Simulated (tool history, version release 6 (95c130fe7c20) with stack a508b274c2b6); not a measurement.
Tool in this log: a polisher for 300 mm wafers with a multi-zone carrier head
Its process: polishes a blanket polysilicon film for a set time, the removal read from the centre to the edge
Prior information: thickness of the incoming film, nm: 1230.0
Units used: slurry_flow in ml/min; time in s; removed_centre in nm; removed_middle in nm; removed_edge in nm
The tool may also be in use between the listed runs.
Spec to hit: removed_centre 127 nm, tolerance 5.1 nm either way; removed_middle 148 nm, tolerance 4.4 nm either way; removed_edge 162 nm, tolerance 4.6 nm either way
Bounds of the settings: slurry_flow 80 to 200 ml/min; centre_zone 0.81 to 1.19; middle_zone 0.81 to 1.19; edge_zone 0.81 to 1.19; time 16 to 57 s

Run 1, hour 0: slurry_flow 130 ml/min, centre_zone 1, middle_zone 1, edge_zone 1, time 36 s. Result: removed_centre 197.83 nm, removed_middle 196.11 nm, removed_edge 203.23 nm.
Run 2, hour 4.4: slurry_flow 125 ml/min, centre_zone 0.98, middle_zone 0.99, edge_zone 1, time 35 s. Result: removed_centre 184.55 nm, removed_middle 188.64 nm, removed_edge 194.09 nm.
Run 3, hour 5.9: slurry_flow 95 ml/min, centre_zone 0.98, middle_zone 0.99, edge_zone 1, time 35 s. Result: removed_centre 177.57 nm, removed_middle 179.37 nm, removed_edge 188.03 nm.
Run 4, hour 9: slurry_flow 95 ml/min, centre_zone 0.96, middle_zone 0.98, edge_zone 1, time 34 s. Result: removed_centre 166.72 nm, removed_middle 170.13 nm, removed_edge 182.56 nm.
Run 5, hour 9.6: slurry_flow 95 ml/min, centre_zone 0.94, middle_zone 0.98, edge_zone 0.99, time 34 s. Result: removed_centre 165.77 nm, removed_middle 170.36 nm, removed_edge 183.34 nm.
Run 6, hour 15.9: slurry_flow 95 ml/min, centre_zone 0.92, middle_zone 0.98, edge_zone 0.99, time 33 s. Result: removed_centre 154.03 nm, removed_middle 167.99 nm, removed_edge 178.13 nm.
Run 7, hour 19.1: slurry_flow 95 ml/min, centre_zone 0.91, middle_zone 0.97, edge_zone 0.98, time 33 s. Result: removed_centre 155.01 nm, removed_middle 165.34 nm, removed_edge 174.71 nm.
Run 8, hour 21: slurry_flow 95 ml/min, centre_zone 0.9, middle_zone 0.97, edge_zone 0.98, time 33 s. Result: removed_centre 154.4 nm, removed_middle 163.57 nm, removed_edge 176.68 nm.
Run 9, hour 30: slurry_flow 95 ml/min, centre_zone 0.89, middle_zone 0.97, edge_zone 0.98, time 33 s. Result: removed_centre 151.27 nm, removed_middle 164.85 nm, removed_edge 175.33 nm.
Run 10, hour 34.6: slurry_flow 95 ml/min, centre_zone 0.88, middle_zone 0.97, edge_zone 0.98, time 33 s. Result: removed_centre 154.36 nm, removed_middle 165.64 nm, removed_edge 176.12 nm.
Run 11, hour 37: slurry_flow 95 ml/min, centre_zone 0.87, middle_zone 0.97, edge_zone 0.99, time 32 s. Result: removed_centre 145.32 nm, removed_middle 162 nm, removed_edge 170.41 nm.

Pick the move, out of 5, that brings all results within their allowed miss; only one does.
Run A, hour 39.4: slurry_flow 110 ml/min, centre_zone 0.99, middle_zone 1.05, edge_zone 0.85, time 32 s. Result: removed_centre ?, removed_middle ?, removed_edge ?.
Run B, hour 39.4: slurry_flow 110 ml/min, centre_zone 1.05, middle_zone 0.96, edge_zone 0.94, time 30 s. Result: removed_centre ?, removed_middle ?, removed_edge ?.
Run C, hour 39.4: slurry_flow 105 ml/min, centre_zone 1, middle_zone 0.96, edge_zone 0.88, time 31 s. Result: removed_centre ?, removed_middle ?, removed_edge ?.
Run D, hour 39.4: slurry_flow 80 ml/min, centre_zone 0.82, middle_zone 0.94, edge_zone 0.99, time 31 s. Result: removed_centre ?, removed_middle ?, removed_edge ?.
Run E, hour 39.4: slurry_flow 110 ml/min, centre_zone 1.08, middle_zone 0.9, edge_zone 0.88, time 31 s. Result: removed_centre ?, removed_middle ?, removed_edge ?.

move  removed_centre  removed_middle  removed_edge
   A          167.89          176.78        161.61
   B          166.92          155.15        158.81
   C          162.57          158.99        158.24
   D          124.94          148.42        161.21
   E          177.38          153.08         159.3
A: the biggest miss grows against the last run
B: the biggest miss grows against the last run
C: the biggest miss grows against the last run
D: every result lands within tolerance
E: the biggest miss grows against the last run
Correct choice: D, which meets every target
